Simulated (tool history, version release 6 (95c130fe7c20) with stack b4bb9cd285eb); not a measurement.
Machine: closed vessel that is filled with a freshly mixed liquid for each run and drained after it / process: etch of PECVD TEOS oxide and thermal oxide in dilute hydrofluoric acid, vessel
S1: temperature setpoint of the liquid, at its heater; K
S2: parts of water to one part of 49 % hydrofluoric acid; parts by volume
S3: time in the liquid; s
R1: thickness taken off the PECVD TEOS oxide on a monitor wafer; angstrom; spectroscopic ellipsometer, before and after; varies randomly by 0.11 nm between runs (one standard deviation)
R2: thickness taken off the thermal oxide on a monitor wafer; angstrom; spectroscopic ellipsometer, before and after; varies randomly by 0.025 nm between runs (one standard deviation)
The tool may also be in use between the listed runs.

Run 1, hour 0.0: S1 294.15 K, S2 75 parts by volume, S3 60 s. Result: R1 116.23 angstrom, R2 32.747 angstrom.
Run 2, hour 1.9: S1 294.65 K, S2 75 parts by volume, S3 60 s. Result: R1 116.93 angstrom, R2 33.305 angstrom.
Run 3, hour 5.6: S1 295.15 K, S2 75 parts by volume, S3 60 s. Result: R1 122.82 angstrom, R2 33.894 angstrom.
Run 4, hour 14.0: S1 295.15 K, S2 45 parts by volume, S3 60 s. Result: R1 212.17 angstrom, R2 59.809 angstrom.
Run 5, hour 21.8: S1 295.15 K, S2 45 parts by volume, S3 75 s. Result: R1 262.34 angstrom, R2 73.398 angstrom.
Run 6, hour 27.8: S1 294.15 K, S2 50 parts by volume, S3 75 s. Result: R1 227.66 angstrom, R2 63.345 angstrom.
Run 7, hour 33.1: S1 293.15 K, S2 55 parts by volume, S3 75 s. Result: R1 197.40 angstrom, R2 54.589 angstrom.
Run 8, hour 35.8: S1 292.65 K, S2 60 parts by volume, S3 75 s. Result: R1 174.08 angstrom, R2 48.767 angstrom.
Run 9, hour 41.6: S1 292.15 K, S2 60 parts by volume, S3 75 s. Result: R1 171.27 angstrom, R2 47.252 angstrom.

For run 10, what comes out?
Run 10, hour 48.7: S1 291.65 K, S2 60 parts by volume, S3 75 s. Result: R1 ?, R2 ?.

R1: 167.88 angstrom
R2: 47.211 angstrom
